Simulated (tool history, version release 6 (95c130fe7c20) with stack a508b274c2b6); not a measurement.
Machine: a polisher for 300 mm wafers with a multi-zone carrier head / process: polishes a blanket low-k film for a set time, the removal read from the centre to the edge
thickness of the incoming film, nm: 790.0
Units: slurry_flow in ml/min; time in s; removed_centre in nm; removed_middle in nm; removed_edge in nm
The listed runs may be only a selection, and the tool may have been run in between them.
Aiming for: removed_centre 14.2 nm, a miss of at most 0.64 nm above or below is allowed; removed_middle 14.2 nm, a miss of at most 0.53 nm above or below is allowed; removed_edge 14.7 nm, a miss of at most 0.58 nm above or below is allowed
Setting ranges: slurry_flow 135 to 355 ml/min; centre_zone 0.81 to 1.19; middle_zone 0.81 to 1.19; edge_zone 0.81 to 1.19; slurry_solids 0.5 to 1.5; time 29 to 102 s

run,hour,slurry_flow,centre_zone,middle_zone,edge_zone,slurry_solids,time,removed_centre,removed_middle,removed_edge
1,0,225,1,1,1,1,65,16.661,16.203,16.936
2,5.6,220,0.99,0.99,0.98,1,65,16.741,16.614,16.378
3,8.6,220,0.98,0.98,0.98,0.95,65,16.123,15.778,16.132
4,16.5,215,0.97,0.97,0.98,0.95,65,16.101,15.496,16.063
5,17.5,215,0.96,0.97,0.98,0.95,65,16.135,15.432,16.057
6,23.4,215,0.95,0.97,0.98,0.95,65,15.425,15.377,16.159
7,29.8,210,0.94,0.97,0.97,0.95,65,15.19,15.88,15.819
8,32.9,195,0.93,0.88,0.94,0.85,65,13.92,13.385,14.782
9,37.7,195,0.93,0.89,0.94,0.85,65,14.129,13.608,14.624
10,41.5,195,0.93,0.89,0.94,0.85,65,14.261,13.679,14.782

Of the 5 settings listed for the next run, only one would bring every result within its allowed miss of target. Which one?
A,45.3,240,0.99,0.89,0.82,0.95,61,?,?,?
B,45.3,210,0.92,0.87,1.03,0.6,79,?,?,?
C,45.3,185,0.82,0.81,0.98,0.75,72,?,?,?
D,45.3,195,0.89,0.85,0.93,0.8,67,?,?,?
E,45.3,170,0.89,0.9,0.84,0.85,69,?,?,?

move,removed_centre,removed_middle,removed_edge
A,15.471,13.819,14.169
B,13.869,12.996,15.007
C,13,12.738,15.337
D,13.63,12.92,14.59
E,14.194,14.14,14.682
A: gets the furthest-off result to its target, but another result is out of tolerance
B: moves away from the targets compared with the last run
C: moves away from the targets compared with the last run
D: moves away from the targets compared with the last run
E: every result lands within tolerance
E meets every target.
